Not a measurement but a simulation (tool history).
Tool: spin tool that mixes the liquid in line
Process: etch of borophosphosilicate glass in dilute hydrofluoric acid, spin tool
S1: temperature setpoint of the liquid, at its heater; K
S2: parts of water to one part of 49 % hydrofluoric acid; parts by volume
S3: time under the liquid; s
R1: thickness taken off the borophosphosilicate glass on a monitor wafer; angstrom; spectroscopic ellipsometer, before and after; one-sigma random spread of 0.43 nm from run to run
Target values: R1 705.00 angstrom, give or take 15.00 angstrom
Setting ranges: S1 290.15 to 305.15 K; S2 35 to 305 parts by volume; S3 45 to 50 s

run	hour	S1	S2	S3	R1
1	0.0	297.15	170	45	156.34
2	2.7	297.15	170	45	156.22
3	11.7	299.15	170	45	168.90
4	14.1	299.15	220	45	121.19
5	18.5	299.15	220	50	134.61
6	19.2	300.65	180	50	182.78
7	23.2	301.65	150	50	237.49
8	25.3	302.15	125	50	300.89
9	28.9	302.65	105	50	373.20
10	36.4	303.15	90	50	461.52
11	39.6	303.65	80	50	525.32
12	41.9	304.15	75	50	576.41
13	46.9	304.15	70	50	624.82

Which one of the following 5 next-run settings gets every result inside its allowed miss? There is exactly one.
A	51.9	305.15	80	50	?
B	51.9	304.15	70	45	?
C	51.9	303.15	65	50	?
D	51.9	304.15	80	50	?
E	51.9	305.15	65	50	?

move	R1
A	556.77
B	559.90
C	649.59
D	536.19
E	701.40
A: lands further from the targets than the last run did
B: lands further from the targets than the last run did
C: moves toward the targets from the last run without getting all of them in spec
D: lands further from the targets than the last run did
E: all results in spec
Move E is the one to make.
